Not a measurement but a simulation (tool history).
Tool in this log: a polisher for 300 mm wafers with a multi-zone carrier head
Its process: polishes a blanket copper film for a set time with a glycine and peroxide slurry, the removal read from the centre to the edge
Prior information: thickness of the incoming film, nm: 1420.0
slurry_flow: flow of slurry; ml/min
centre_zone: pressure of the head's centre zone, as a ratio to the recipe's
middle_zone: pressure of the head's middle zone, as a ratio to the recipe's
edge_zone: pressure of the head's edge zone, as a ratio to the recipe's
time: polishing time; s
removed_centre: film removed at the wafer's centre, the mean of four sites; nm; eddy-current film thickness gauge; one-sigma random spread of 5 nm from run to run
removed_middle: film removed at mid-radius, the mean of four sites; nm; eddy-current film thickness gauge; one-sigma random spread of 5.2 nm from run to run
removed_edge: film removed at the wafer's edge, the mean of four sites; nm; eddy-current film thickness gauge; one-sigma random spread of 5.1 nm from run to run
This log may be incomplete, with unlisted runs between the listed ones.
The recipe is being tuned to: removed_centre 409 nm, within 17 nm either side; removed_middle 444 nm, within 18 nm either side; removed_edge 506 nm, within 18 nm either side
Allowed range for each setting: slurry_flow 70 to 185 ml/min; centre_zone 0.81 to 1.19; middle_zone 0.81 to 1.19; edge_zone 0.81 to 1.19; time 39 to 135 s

run  hour  slurry_flow  centre_zone  middle_zone  edge_zone  time  removed_centre  removed_middle  removed_edge
  1     0          120            1            1          1    87          511.59          499.36        524.89
  2     2          120            1         1.04          1    87          523.21          529.69        523.88
  3   8.6          110         0.96         1.02       1.01    87          493.01          514.64        512.32
  4  13.2          105         0.92         0.98       1.04    87          468.05          493.74        508.53
  5  15.9          105         0.86         0.98       1.04    87          428.43          486.04        526.55
  6  22.2          105         0.86         0.98       0.97    87          418.18          490.19        512.69
  7  28.6          100         0.86         0.95       0.98    87          420.38          475.57        502.22
  8  29.8          100         0.85         0.93       0.99    87          417.36          454.17        507.69

Next run, 4 choices. One meets every target within its allowed miss, the rest don't. Which?
  A    31           75         0.83         0.99       0.93    93               ?               ?             ?
  B    31           90         0.88         0.99       0.93    88               ?               ?             ?
  C    31          100         0.89         0.91       0.99    82               ?               ?             ?
  D    31           70         0.86         0.92       0.99    92               ?               ?             ?

move  removed_centre  removed_middle  removed_edge
   A          409.98          504.54        503.08
   B          430.79          496.52        488.66
   C          415.99           440.5        473.82
   D          412.59             462        505.13
A: its largest miss is bigger than the last run's
B: its largest miss is bigger than the last run's
C: brings the last run's worst result on target, with another outside its allowed miss
D: each result inside its tolerance
So the answer is move D, the one that meets all the targets.
